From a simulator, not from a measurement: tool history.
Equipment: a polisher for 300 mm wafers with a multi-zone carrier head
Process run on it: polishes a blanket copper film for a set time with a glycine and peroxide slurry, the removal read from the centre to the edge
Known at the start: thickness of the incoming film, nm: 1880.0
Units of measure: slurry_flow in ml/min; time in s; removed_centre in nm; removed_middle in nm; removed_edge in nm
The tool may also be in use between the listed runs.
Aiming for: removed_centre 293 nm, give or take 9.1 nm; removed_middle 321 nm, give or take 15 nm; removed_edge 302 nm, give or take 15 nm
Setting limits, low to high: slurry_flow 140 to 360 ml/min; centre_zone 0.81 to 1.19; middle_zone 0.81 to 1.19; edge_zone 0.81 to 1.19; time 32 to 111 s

run  hour  slurry_flow  centre_zone  middle_zone  edge_zone  time  removed_centre  removed_middle  removed_edge
  1     0          230            1            1          1    71           370.4          380.16        372.55
  2   8.9          230            1         1.04          1    71          375.39          393.49        381.13
  3  15.4          230            1         1.04       0.92    71          369.81          391.66        377.63
  4    18          230            1         1.04       0.92    83          437.43          467.34        428.91
  5  19.2          230            1         1.04       0.97    83          442.67          449.93        426.76
  6    26          230            1         1.09       0.97    83          428.27          468.32        443.97
  7  28.5          225         0.97         1.04       0.94    77          384.77          428.95        398.03
  8  29.7          205         0.93         0.94       0.92    57          277.62          282.74        292.44

Pick the move, out of 4, that brings all results within their allowed miss; only one does.
  A  30.9          235         0.81         1.08       0.98    64               ?               ?             ?
  B  30.9          160         0.93         0.99          1    63               ?               ?             ?
  C  30.9          230         0.95         1.03       0.87    58               ?               ?             ?
  D  30.9          235            1         1.19       0.81    56               ?               ?             ?

move  removed_centre  removed_middle  removed_edge
   A          278.34           365.6        338.02
   B          294.45          315.99         322.5
   C          293.94          317.14        292.85
   D          299.78          347.46        275.82
A: pushes the last run's worst result past its target
B: puts the biggest miss on target and leaves a different result outside tolerance
C: meets every target
D: pushes the last run's worst result past its target
Answer: C

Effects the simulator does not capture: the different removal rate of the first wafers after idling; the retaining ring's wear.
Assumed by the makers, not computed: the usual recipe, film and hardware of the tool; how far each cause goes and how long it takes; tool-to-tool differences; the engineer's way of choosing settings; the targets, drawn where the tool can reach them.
